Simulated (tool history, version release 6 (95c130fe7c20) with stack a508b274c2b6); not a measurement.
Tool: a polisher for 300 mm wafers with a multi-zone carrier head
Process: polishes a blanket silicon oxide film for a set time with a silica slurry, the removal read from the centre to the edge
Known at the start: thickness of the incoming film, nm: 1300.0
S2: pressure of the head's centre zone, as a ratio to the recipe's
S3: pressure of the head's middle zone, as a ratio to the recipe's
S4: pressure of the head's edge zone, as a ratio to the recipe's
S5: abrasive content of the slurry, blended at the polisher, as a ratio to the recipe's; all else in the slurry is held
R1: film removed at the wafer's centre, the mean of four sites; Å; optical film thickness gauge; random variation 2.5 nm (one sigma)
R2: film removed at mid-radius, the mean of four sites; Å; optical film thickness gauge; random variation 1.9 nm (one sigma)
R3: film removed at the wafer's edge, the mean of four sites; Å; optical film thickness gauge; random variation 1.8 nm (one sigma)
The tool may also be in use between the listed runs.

{"run": 1, "hour": 0.0, "flow of slurry (ml/min)": 240, "S2": 1.0, "S3": 1.0, "S4": 1.0, "S5": 1.0, "polishing time (s)": 48, "R1": 2161.5, "R2": 2131.7, "R3": 2210.1}
{"run": 2, "hour": 6.1, "flow of slurry (ml/min)": 255, "S2": 1.03, "S3": 0.97, "S4": 1.05, "S5": 1.05, "polishing time (s)": 48, "R1": 2295.4, "R2": 2164.4, "R3": 2376.0}
{"run": 3, "hour": 14.4, "flow of slurry (ml/min)": 255, "S2": 1.03, "S3": 0.97, "S4": 1.09, "S5": 1.05, "polishing time (s)": 48, "R1": 2319.2, "R2": 2186.3, "R3": 2387.1}
{"run": 4, "hour": 21.6, "flow of slurry (ml/min)": 305, "S2": 1.03, "S3": 0.97, "S4": 1.09, "S5": 1.05, "polishing time (s)": 48, "R1": 2370.7, "R2": 2216.8, "R3": 2403.4}
{"run": 5, "hour": 23.5, "flow of slurry (ml/min)": 305, "S2": 1.03, "S3": 0.97, "S4": 1.09, "S5": 0.9, "polishing time (s)": 48, "R1": 2118.2, "R2": 1987.0, "R3": 2170.9}
{"run": 6, "hour": 29.4, "flow of slurry (ml/min)": 305, "S2": 1.03, "S3": 0.97, "S4": 1.09, "S5": 0.9, "polishing time (s)": 55, "R1": 2413.8, "R2": 2315.7, "R3": 2468.7}
{"run": 7, "hour": 35.7, "flow of slurry (ml/min)": 300, "S2": 1.05, "S3": 0.93, "S4": 1.11, "S5": 0.95, "polishing time (s)": 55, "R1": 2527.9, "R2": 2251.1, "R3": 2579.3}

Run 8 comes next. What will it give?
{"run": 8, "hour": 44.1, "flow of slurry (ml/min)": 295, "S2": 1.07, "S3": 0.92, "S4": 1.12, "S5": 1.0, "polishing time (s)": 55, "R1": "?", "R2": "?", "R3": "?"}

{"run 8": {"R1": 2712.9, "R2": 2349.4, "R3": 2710.5}}
